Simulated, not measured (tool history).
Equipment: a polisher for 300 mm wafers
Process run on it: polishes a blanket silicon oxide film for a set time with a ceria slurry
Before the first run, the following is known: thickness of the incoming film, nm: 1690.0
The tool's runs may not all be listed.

| run | hour | flow of slurry (ml/min) | pressure of the wafer on the pad (psi) | speed of the pad under the wafer (cm/s) | polishing time (s) | film removed (angstrom) |
|---|---|---|---|---|---|---|
| 1 | 0 | 225 | 2.7 | 104 | 91 | 3036.9 |
| 2 | 4.2 | 170 | 2.7 | 104 | 91 | 2916.7 |
| 3 | 4.8 | 170 | 2.7 | 104 | 96 | 3012.9 |
| 4 | 13.1 | 170 | 2.7 | 88 | 96 | 2599.6 |
| 5 | 19.1 | 185 | 3.1 | 92 | 96 | 3150.3 |
| 6 | 23.1 | 200 | 3.4 | 96 | 96 | 3621.7 |
| 7 | 27 | 200 | 3.4 | 96 | 96 | 3667.1 |
| 8 | 29.2 | 215 | 3.6 | 100 | 96 | 4024.4 |
| 9 | 34.6 | 220 | 3.8 | 104 | 96 | 4434.7 |

Run 10, settings as shown, results not yet in. Your forecast:
| 10 | 41.4 | 225 | 3.9 | 108 | 96 | ? |

{"run 10": {"film removed (angstrom)": 4782.1}}
